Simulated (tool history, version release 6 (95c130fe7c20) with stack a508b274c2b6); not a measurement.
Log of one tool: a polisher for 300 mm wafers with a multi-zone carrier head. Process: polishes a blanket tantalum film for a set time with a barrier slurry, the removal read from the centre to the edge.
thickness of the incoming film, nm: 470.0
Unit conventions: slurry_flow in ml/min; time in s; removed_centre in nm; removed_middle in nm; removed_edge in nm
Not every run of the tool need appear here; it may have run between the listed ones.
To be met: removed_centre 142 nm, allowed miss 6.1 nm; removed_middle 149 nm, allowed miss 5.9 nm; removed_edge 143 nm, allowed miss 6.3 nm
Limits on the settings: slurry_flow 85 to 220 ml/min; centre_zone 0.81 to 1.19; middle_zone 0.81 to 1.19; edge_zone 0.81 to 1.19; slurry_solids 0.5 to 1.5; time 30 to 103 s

| run | hour | slurry_flow | centre_zone | middle_zone | edge_zone | slurry_solids | time | removed_centre | removed_middle | removed_edge |
|---|---|---|---|---|---|---|---|---|---|---|
| 1 | 0 | 140 | 1 | 1 | 1 | 1 | 66 | 120.37 | 115.1 | 119.85 |
| 2 | 0.9 | 150 | 1 | 1.03 | 1.02 | 1.05 | 66 | 119.6 | 121.34 | 122.32 |
| 3 | 9.5 | 155 | 1.01 | 1.04 | 1.03 | 1.1 | 66 | 122.05 | 126.11 | 124.94 |
| 4 | 15.5 | 155 | 1.01 | 0.98 | 1.03 | 1.1 | 66 | 124.65 | 118.26 | 124.11 |
| 5 | 23.9 | 160 | 1.02 | 1 | 1.04 | 1.15 | 67 | 129.14 | 124.39 | 128.01 |
| 6 | 30.7 | 160 | 1.08 | 1 | 1.04 | 1.15 | 67 | 135.75 | 125.26 | 129.94 |
| 7 | 35 | 165 | 1.08 | 1.02 | 1.05 | 1.2 | 67 | 140.21 | 127.61 | 127.79 |
| 8 | 41.7 | 165 | 1.06 | 1.03 | 1.06 | 1.25 | 68 | 135.09 | 133.46 | 136.18 |
| 9 | 47.5 | 170 | 1.06 | 1.04 | 1.06 | 1.25 | 68 | 141.36 | 132.04 | 137.19 |
| 10 | 49.8 | 170 | 1.06 | 1.07 | 1.05 | 1.25 | 68 | 137.98 | 138.52 | 134.6 |
| 11 | 51.8 | 175 | 1.06 | 1.08 | 1.06 | 1.25 | 68 | 140.89 | 138.2 | 137.02 |
| 12 | 55.8 | 175 | 1.06 | 1.09 | 1.06 | 1.25 | 68 | 140.59 | 139.66 | 135.21 |
| 13 | 57.9 | 175 | 1.06 | 1.1 | 1.06 | 1.25 | 68 | 138.02 | 139.54 | 133.05 |
| 14 | 62.7 | 175 | 1.06 | 1.1 | 1.06 | 1.25 | 68 | 140.29 | 142.25 | 134.6 |
| 15 | 68.4 | 175 | 1.06 | 1.1 | 1.07 | 1.25 | 68 | 140.96 | 141.36 | 138 |

Of the 5 settings listed for the next run, only one would bring every result within its allowed miss of target. Which one?
| A | 74.1 | 135 | 0.98 | 1.19 | 0.89 | 1.3 | 70 | ? | ? | ? |
| B | 74.1 | 185 | 1.13 | 1.03 | 1.14 | 1.2 | 68 | ? | ? | ? |
| C | 74.1 | 170 | 1.06 | 1.12 | 1.08 | 1.25 | 70 | ? | ? | ? |
| D | 74.1 | 210 | 1.19 | 1.04 | 1.1 | 1.1 | 67 | ? | ? | ? |
| E | 74.1 | 185 | 1.19 | 1.09 | 1.03 | 1.25 | 64 | ? | ? | ? |

| move | removed_centre | removed_middle | removed_edge |
|---|---|---|---|
| A | 131.63 | 151.93 | 126.45 |
| B | 147.08 | 134.37 | 141.16 |
| C | 143.95 | 148.25 | 141.32 |
| D | 150.26 | 132.85 | 135.31 |
| E | 145.35 | 134.01 | 127.39 |
A: meets the target for the result that was furthest off, but another lies outside its allowed miss
B: moves away from the targets compared with the last run
C: each result inside its tolerance
D: moves away from the targets compared with the last run
E: moves away from the targets compared with the last run
Move C is the one to make.

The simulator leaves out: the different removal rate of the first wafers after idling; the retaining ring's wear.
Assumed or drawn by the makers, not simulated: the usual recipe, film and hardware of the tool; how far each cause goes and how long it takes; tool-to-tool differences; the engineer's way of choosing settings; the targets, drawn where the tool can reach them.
